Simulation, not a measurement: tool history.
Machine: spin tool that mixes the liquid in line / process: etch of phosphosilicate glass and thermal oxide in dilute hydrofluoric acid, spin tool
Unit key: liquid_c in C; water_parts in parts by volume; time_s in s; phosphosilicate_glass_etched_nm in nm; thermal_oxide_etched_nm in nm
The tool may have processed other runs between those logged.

run,hour,liquid_c,water_parts,time_s,phosphosilicate_glass_etched_nm,thermal_oxide_etched_nm
1,0.0,24.0,75,30,80.728,1.9684
2,2.3,24.0,75,40,107.720,2.5375
3,2.9,24.0,50,40,166.610,4.0525
4,3.7,24.0,35,40,244.940,5.7924
5,5.5,25.5,35,40,258.530,6.1079
6,6.7,24.0,40,40,209.380,5.0376
7,8.0,22.5,40,40,199.980,4.6325
8,13.6,21.5,45,40,168.770,3.8884
9,16.6,21.0,45,40,163.960,3.8714
10,20.0,20.0,45,40,158.580,3.8037
11,22.0,19.5,45,40,154.050,3.6996
12,24.2,19.0,45,40,151.540,3.5554
13,26.6,19.0,45,40,151.240,3.5607
14,34.8,17.0,55,40,111.800,2.6251

Estimate the outcome of run 15 from the log above:
15,36.9,17.5,55,40,?,?

{"run 15": {"phosphosilicate_glass_etched_nm": 114.84, "thermal_oxide_etched_nm": 2.7429}}

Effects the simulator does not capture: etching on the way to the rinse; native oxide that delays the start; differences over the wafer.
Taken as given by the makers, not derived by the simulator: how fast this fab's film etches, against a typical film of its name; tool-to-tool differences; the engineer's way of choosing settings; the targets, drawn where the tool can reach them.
